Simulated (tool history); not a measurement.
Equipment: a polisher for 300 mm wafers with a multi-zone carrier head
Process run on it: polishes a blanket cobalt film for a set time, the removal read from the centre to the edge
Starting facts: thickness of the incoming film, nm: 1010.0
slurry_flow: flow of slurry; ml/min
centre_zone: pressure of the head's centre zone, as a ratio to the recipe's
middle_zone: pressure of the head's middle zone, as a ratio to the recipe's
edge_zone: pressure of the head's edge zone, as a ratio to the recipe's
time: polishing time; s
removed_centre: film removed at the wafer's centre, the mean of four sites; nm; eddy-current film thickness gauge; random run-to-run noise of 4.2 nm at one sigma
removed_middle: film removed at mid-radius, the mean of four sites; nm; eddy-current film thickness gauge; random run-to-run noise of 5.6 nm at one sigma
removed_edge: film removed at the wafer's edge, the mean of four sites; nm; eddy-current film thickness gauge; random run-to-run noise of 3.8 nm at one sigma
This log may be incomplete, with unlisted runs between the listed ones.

Run 1, day 0.000: slurry_flow 265 ml/min, centre_zone 1.00, middle_zone 1.00, edge_zone 1.00, time 68 s. Result: removed_centre 391.39 nm, removed_middle 418.85 nm, removed_edge 385.02 nm.
Run 2, day 0.342: slurry_flow 265 ml/min, centre_zone 1.00, middle_zone 1.00, edge_zone 1.05, time 68 s. Result: removed_centre 387.15 nm, removed_middle 421.69 nm, removed_edge 395.02 nm.
Run 3, day 0.579: slurry_flow 265 ml/min, centre_zone 1.00, middle_zone 1.00, edge_zone 1.05, time 62 s. Result: removed_centre 362.37 nm, removed_middle 377.17 nm, removed_edge 363.58 nm.
Run 4, day 0.946: slurry_flow 275 ml/min, centre_zone 1.02, middle_zone 1.00, edge_zone 1.09, time 67 s. Result: removed_centre 389.47 nm, removed_middle 411.04 nm, removed_edge 400.15 nm.
Run 5, day 1.054: slurry_flow 275 ml/min, centre_zone 0.99, middle_zone 1.00, edge_zone 1.09, time 67 s. Result: removed_centre 384.71 nm, removed_middle 414.50 nm, removed_edge 405.08 nm.
Run 6, day 1.217: slurry_flow 295 ml/min, centre_zone 1.02, middle_zone 1.01, edge_zone 1.12, time 69 s. Result: removed_centre 409.16 nm, removed_middle 424.41 nm, removed_edge 418.55 nm.
Run 7, day 1.433: slurry_flow 300 ml/min, centre_zone 1.03, middle_zone 1.01, edge_zone 1.14, time 72 s. Result: removed_centre 436.69 nm, removed_middle 453.28 nm, removed_edge 450.82 nm.

For run 8, what comes out?
Run 8, day 1.488: slurry_flow 315 ml/min, centre_zone 1.04, middle_zone 1.02, edge_zone 1.16, time 72 s. Result: removed_centre ?, removed_middle ?, removed_edge ?.

For run 8 the tool returned removed_centre 444.92 nm, removed_middle 454.62 nm, removed_edge 442.30 nm.

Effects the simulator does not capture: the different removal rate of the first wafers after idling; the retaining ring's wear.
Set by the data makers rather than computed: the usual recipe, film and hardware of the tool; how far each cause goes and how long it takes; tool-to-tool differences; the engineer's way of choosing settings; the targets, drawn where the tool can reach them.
